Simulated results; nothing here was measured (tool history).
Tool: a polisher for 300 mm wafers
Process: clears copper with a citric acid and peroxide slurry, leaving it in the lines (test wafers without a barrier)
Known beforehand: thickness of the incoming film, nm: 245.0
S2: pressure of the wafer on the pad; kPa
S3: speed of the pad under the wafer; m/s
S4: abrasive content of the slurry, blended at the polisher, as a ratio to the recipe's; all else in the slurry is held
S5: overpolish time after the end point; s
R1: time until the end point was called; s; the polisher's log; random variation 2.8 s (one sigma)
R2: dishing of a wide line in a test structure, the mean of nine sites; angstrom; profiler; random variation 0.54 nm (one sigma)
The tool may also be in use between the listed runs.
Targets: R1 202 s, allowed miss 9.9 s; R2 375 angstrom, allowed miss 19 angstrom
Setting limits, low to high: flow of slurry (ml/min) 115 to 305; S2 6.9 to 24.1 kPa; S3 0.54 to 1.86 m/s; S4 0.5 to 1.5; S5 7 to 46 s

{"run": 1, "hour": 0.0, "flow of slurry (ml/min)": 195, "S2": 15.2, "S3": 1.18, "S4": 1, "S5": 24, "R1": 183.67, "R2": 266.98}
{"run": 2, "hour": 5.8, "flow of slurry (ml/min)": 195, "S2": 15.2, "S3": 1.18, "S4": 1, "S5": 27, "R1": 178.72, "R2": 285.63}
{"run": 3, "hour": 7.4, "flow of slurry (ml/min)": 190, "S2": 14.5, "S3": 1.18, "S4": 1, "S5": 31, "R1": 192.98, "R2": 319.37}
{"run": 4, "hour": 14.3, "flow of slurry (ml/min)": 185, "S2": 14.5, "S3": 1.18, "S4": 1, "S5": 32, "R1": 190.21, "R2": 314.97}
{"run": 5, "hour": 16.3, "flow of slurry (ml/min)": 185, "S2": 14.5, "S3": 1.18, "S4": 1, "S5": 26, "R1": 190.83, "R2": 271.08}
{"hour": 18.5, "done": "worn pad replaced by a new one"}
{"run": 6, "hour": 18.5, "flow of slurry (ml/min)": 185, "S2": 14.5, "S3": 1.18, "S4": 1.15, "S5": 26, "R1": 162.29, "R2": 312.43}
{"run": 7, "hour": 22.4, "flow of slurry (ml/min)": 185, "S2": 13.8, "S3": 1.18, "S4": 1.15, "S5": 29, "R1": 171.23, "R2": 314.47}
{"run": 8, "hour": 28.9, "flow of slurry (ml/min)": 185, "S2": 13.1, "S3": 1.18, "S4": 1.15, "S5": 32, "R1": 179.41, "R2": 332.83}
{"run": 9, "hour": 33.4, "flow of slurry (ml/min)": 185, "S2": 12.4, "S3": 1.18, "S4": 1.15, "S5": 34, "R1": 188.84, "R2": 333.06}
{"run": 10, "hour": 41.0, "flow of slurry (ml/min)": 185, "S2": 12.4, "S3": 1.18, "S4": 1.15, "S5": 36, "R1": 195.54, "R2": 352.88}
{"run": 11, "hour": 43.5, "flow of slurry (ml/min)": 185, "S2": 12.4, "S3": 1.18, "S4": 1.15, "S5": 37, "R1": 185.69, "R2": 355.53}
{"run": 12, "hour": 50.0, "flow of slurry (ml/min)": 185, "S2": 12.4, "S3": 1.18, "S4": 1.15, "S5": 38, "R1": 187.38, "R2": 364.57}
{"run": 13, "hour": 57.5, "flow of slurry (ml/min)": 185, "S2": 12.4, "S3": 1.18, "S4": 1.15, "S5": 39, "R1": 187.91, "R2": 382.56}

Exercise: of the 5 proposed moves below, exactly one satisfies all targets within the stated allowed misses. Which move is it?
{"run": "A", "hour": 65.0, "flow of slurry (ml/min)": 190, "S2": 14.5, "S3": 1.2, "S4": 1.1, "S5": 31, "R1": "?", "R2": "?"}
{"run": "B", "hour": 65.0, "flow of slurry (ml/min)": 170, "S2": 13.1, "S3": 1.16, "S4": 1.2, "S5": 40, "R1": "?", "R2": "?"}
{"run": "C", "hour": 65.0, "flow of slurry (ml/min)": 270, "S2": 12.4, "S3": 1.16, "S4": 0.85, "S5": 40, "R1": "?", "R2": "?"}
{"run": "D", "hour": 65.0, "flow of slurry (ml/min)": 230, "S2": 11.7, "S3": 1.36, "S4": 1.35, "S5": 37, "R1": "?", "R2": "?"}
{"run": "E", "hour": 65.0, "flow of slurry (ml/min)": 190, "S2": 13.1, "S3": 1.26, "S4": 1.15, "S5": 36, "R1": "?", "R2": "?"}

move=A R1=160.52 R2=360.7
move=B R1=179.38 R2=402.75
move=C R1=196.03 R2=372.85
move=D R1=167.92 R2=394.48
move=E R1=169.27 R2=387.45
A: misses by more than the last run did
B: misses by more than the last run did
C: meets every target
D: misses by more than the last run did
E: misses by more than the last run did
Move C is the one to make.

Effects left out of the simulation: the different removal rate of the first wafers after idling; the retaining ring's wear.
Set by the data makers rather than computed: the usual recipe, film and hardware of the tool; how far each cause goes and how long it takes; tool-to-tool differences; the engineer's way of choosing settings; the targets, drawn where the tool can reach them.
